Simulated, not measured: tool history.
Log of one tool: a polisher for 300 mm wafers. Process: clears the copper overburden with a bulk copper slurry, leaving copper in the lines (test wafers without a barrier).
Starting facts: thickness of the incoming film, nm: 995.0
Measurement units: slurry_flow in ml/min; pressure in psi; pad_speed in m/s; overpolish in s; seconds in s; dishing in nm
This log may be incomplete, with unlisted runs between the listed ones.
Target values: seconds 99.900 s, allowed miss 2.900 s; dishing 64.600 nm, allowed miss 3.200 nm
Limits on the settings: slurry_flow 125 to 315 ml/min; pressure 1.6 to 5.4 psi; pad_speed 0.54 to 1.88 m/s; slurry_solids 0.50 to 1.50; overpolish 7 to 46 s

{"run": 1, "hour": 0.0, "slurry_flow": 205, "pressure": 3.5, "pad_speed": 1.2, "slurry_solids": 1.0, "overpolish": 24, "seconds": 68.198, "dishing": 72.817}
{"run": 2, "hour": 7.7, "slurry_flow": 205, "pressure": 3.3, "pad_speed": 1.2, "slurry_solids": 1.0, "overpolish": 24, "seconds": 72.305, "dishing": 71.869}
{"run": 3, "hour": 9.5, "slurry_flow": 205, "pressure": 3.1, "pad_speed": 1.2, "slurry_solids": 1.0, "overpolish": 23, "seconds": 75.126, "dishing": 71.693}
{"run": 4, "hour": 13.9, "slurry_flow": 205, "pressure": 2.9, "pad_speed": 1.2, "slurry_solids": 1.0, "overpolish": 21, "seconds": 79.402, "dishing": 69.216}
{"run": 5, "hour": 21.7, "slurry_flow": 205, "pressure": 2.8, "pad_speed": 1.2, "slurry_solids": 1.0, "overpolish": 21, "seconds": 81.013, "dishing": 67.063}
{"run": 6, "hour": 30.2, "slurry_flow": 205, "pressure": 2.8, "pad_speed": 1.2, "slurry_solids": 1.0, "overpolish": 27, "seconds": 81.498, "dishing": 70.731}
{"run": 7, "hour": 33.7, "slurry_flow": 205, "pressure": 2.7, "pad_speed": 1.2, "slurry_solids": 1.0, "overpolish": 26, "seconds": 83.463, "dishing": 70.555}
{"run": 8, "hour": 40.3, "slurry_flow": 205, "pressure": 2.6, "pad_speed": 1.2, "slurry_solids": 1.0, "overpolish": 25, "seconds": 86.493, "dishing": 69.31}
{"run": 9, "hour": 48.6, "slurry_flow": 190, "pressure": 2.0, "pad_speed": 1.2, "slurry_solids": 1.0, "overpolish": 19, "seconds": 104.69, "dishing": 60.935}
{"run": 10, "hour": 54.4, "slurry_flow": 195, "pressure": 2.0, "pad_speed": 1.2, "slurry_solids": 1.0, "overpolish": 20, "seconds": 103.29, "dishing": 60.363}
{"run": 11, "hour": 59.6, "slurry_flow": 200, "pressure": 2.0, "pad_speed": 1.2, "slurry_solids": 1.0, "overpolish": 21, "seconds": 103.91, "dishing": 61.915}

Consider the 5 candidate settings below. Which is the only one whose results all fall within their allowed miss of target?
{"run": "A", "hour": 64.8, "slurry_flow": 205, "pressure": 2.4, "pad_speed": 1.2, "slurry_solids": 0.9, "overpolish": 16, "seconds": "?", "dishing": "?"}
{"run": "B", "hour": 64.8, "slurry_flow": 190, "pressure": 1.6, "pad_speed": 1.46, "slurry_solids": 0.95, "overpolish": 18, "seconds": "?", "dishing": "?"}
{"run": "C", "hour": 64.8, "slurry_flow": 210, "pressure": 2.0, "pad_speed": 1.38, "slurry_solids": 0.75, "overpolish": 14, "seconds": "?", "dishing": "?"}
{"run": "D", "hour": 64.8, "slurry_flow": 190, "pressure": 2.1, "pad_speed": 1.2, "slurry_solids": 1.0, "overpolish": 25, "seconds": "?", "dishing": "?"}
{"run": "E", "hour": 64.8, "slurry_flow": 200, "pressure": 1.6, "pad_speed": 1.3, "slurry_solids": 1.05, "overpolish": 26, "seconds": "?", "dishing": "?"}

move=A seconds=92.550 dishing=58.807
move=B seconds=99.970 dishing=56.903
move=C seconds=96.225 dishing=53.979
move=D seconds=99.720 dishing=64.102
move=E seconds=108.300 dishing=61.203
A: moves the result that the last run missed by most past its target, out the other side
B: meets the target for the result that was furthest off, but another lies outside its allowed miss
C: moves the result that the last run missed by most past its target, out the other side
D: in spec on every target
E: moves away from the targets compared with the last run
D is the move that brings every result within its allowed miss.

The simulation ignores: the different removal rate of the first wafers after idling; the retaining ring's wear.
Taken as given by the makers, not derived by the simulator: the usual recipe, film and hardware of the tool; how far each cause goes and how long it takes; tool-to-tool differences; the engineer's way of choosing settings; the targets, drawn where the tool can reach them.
